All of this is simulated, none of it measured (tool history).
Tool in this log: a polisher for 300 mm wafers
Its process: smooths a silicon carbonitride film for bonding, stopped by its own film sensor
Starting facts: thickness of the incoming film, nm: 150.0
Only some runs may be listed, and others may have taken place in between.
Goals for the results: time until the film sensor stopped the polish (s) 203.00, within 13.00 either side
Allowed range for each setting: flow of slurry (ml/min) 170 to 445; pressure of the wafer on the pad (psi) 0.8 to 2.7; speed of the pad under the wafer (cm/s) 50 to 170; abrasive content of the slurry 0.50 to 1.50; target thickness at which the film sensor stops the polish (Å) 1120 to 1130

run	hour	flow of slurry (ml/min)	pressure of the wafer on the pad (psi)	speed of the pad under the wafer (cm/s)	abrasive content of the slurry	target thickness at which the film sensor stops the polish (Å)	time until the film sensor stopped the polish (s)
1	0.0	285	1.7	110	1.00	1130	125.46
2	1.0	315	1.7	110	1.00	1130	130.87
3	4.9	315	1.7	88	1.00	1130	150.12
4	6.6	315	2.0	88	1.00	1130	130.39
5	10.1	315	2.0	102	1.00	1130	112.80
6	18.1	315	1.9	100	1.00	1130	124.18
7	22.9	315	1.8	98	1.00	1130	134.53
8	28.6	315	1.7	98	1.00	1130	136.06
9	31.2	315	1.6	96	1.00	1130	146.64
10	35.5	315	1.5	94	1.00	1130	162.93
11	38.0	315	1.3	92	1.00	1130	194.28

4 next moves are on the table. One of them brings every result within its allowed miss. Which?
A	40.5	400	1.4	86	1.00	1130	?
B	40.5	325	1.5	72	0.85	1130	?
C	40.5	325	1.4	90	1.05	1130	?
D	40.5	330	1.3	104	1.00	1120	?

move	time until the film sensor stopped the polish (s)
A	179.12
B	207.01
C	172.74
D	176.98
A: misses by more than the last run did
B: every result lands within tolerance
C: misses by more than the last run did
D: misses by more than the last run did
Go with B: it meets all targets.

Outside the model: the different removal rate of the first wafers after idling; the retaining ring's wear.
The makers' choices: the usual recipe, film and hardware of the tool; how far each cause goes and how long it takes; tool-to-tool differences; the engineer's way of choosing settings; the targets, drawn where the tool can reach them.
